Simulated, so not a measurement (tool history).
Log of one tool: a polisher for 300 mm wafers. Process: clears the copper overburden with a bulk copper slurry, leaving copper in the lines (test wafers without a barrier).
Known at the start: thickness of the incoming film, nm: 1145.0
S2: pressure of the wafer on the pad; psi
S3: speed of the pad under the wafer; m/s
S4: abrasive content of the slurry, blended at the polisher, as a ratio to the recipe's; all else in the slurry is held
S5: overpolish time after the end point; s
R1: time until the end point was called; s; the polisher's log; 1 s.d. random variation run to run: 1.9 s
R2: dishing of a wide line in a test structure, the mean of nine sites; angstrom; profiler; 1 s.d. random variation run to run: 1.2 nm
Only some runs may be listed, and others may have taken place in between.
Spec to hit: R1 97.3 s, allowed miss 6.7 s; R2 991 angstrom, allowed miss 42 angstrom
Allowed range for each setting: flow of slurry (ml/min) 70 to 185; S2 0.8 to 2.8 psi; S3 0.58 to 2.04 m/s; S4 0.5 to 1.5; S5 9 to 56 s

{"run": 1, "day": 0.0, "flow of slurry (ml/min)": 120, "S2": 1.8, "S3": 1.3, "S4": 1, "S5": 29, "R1": 150.52, "R2": 814.32}
{"run": 2, "day": 0.292, "flow of slurry (ml/min)": 120, "S2": 2, "S3": 1.32, "S4": 1, "S5": 29, "R1": 135.97, "R2": 867.51}
{"run": 3, "day": 0.558, "flow of slurry (ml/min)": 120, "S2": 2.1, "S3": 1.34, "S4": 1, "S5": 28, "R1": 125.6, "R2": 872.27}
{"run": 4, "day": 0.633, "flow of slurry (ml/min)": 120, "S2": 2.1, "S3": 1.34, "S4": 0.8, "S5": 28, "R1": 130.45, "R2": 856.41}
{"run": 5, "day": 0.783, "flow of slurry (ml/min)": 120, "S2": 2.2, "S3": 1.34, "S4": 0.8, "S5": 28, "R1": 127.75, "R2": 894.77}
{"run": 6, "day": 0.821, "flow of slurry (ml/min)": 120, "S2": 2.3, "S3": 1.36, "S4": 0.8, "S5": 27, "R1": 121.59, "R2": 917.29}
{"run": 7, "day": 0.992, "flow of slurry (ml/min)": 120, "S2": 2.4, "S3": 1.38, "S4": 0.8, "S5": 26, "R1": 115.32, "R2": 885.71}
{"run": 8, "day": 1.154, "flow of slurry (ml/min)": 120, "S2": 2.5, "S3": 1.38, "S4": 0.8, "S5": 27, "R1": 112.37, "R2": 957.42}
{"run": 9, "day": 1.296, "flow of slurry (ml/min)": 120, "S2": 2.5, "S3": 1.4, "S4": 0.8, "S5": 26, "R1": 110.23, "R2": 915.55}
{"run": 10, "day": 1.358, "flow of slurry (ml/min)": 120, "S2": 2.6, "S3": 1.4, "S4": 0.8, "S5": 26, "R1": 101.33, "R2": 931.9}
{"run": 11, "day": 1.5, "flow of slurry (ml/min)": 120, "S2": 2.6, "S3": 1.4, "S4": 0.8, "S5": 26, "R1": 101.78, "R2": 927.17}
{"run": 12, "day": 1.562, "flow of slurry (ml/min)": 120, "S2": 2.6, "S3": 1.4, "S4": 0.8, "S5": 27, "R1": 105.62, "R2": 970.11}

Of the 4 settings listed for the next run, only one would bring every result within its allowed miss of target. Which one?
{"run": "A", "day": 1.625, "flow of slurry (ml/min)": 115, "S2": 2.7, "S3": 1.24, "S4": 0.75, "S5": 34, "R1": "?", "R2": "?"}
{"run": "B", "day": 1.625, "flow of slurry (ml/min)": 125, "S2": 2.7, "S3": 1.46, "S4": 0.8, "S5": 28, "R1": "?", "R2": "?"}
{"run": "C", "day": 1.625, "flow of slurry (ml/min)": 165, "S2": 2.6, "S3": 1.3, "S4": 0.65, "S5": 34, "R1": "?", "R2": "?"}
{"run": "D", "day": 1.625, "flow of slurry (ml/min)": 130, "S2": 2.8, "S3": 1.2, "S4": 0.5, "S5": 38, "R1": "?", "R2": "?"}

move=A R1=111.59 R2=980.38
move=B R1=92.266 R2=979.74
move=C R1=105.62 R2=981.32
move=D R1=116.28 R2=997.85
A: the biggest miss grows against the last run
B: meets every target
C: about as far from the targets as the last run
D: the biggest miss grows against the last run
The right move is B.
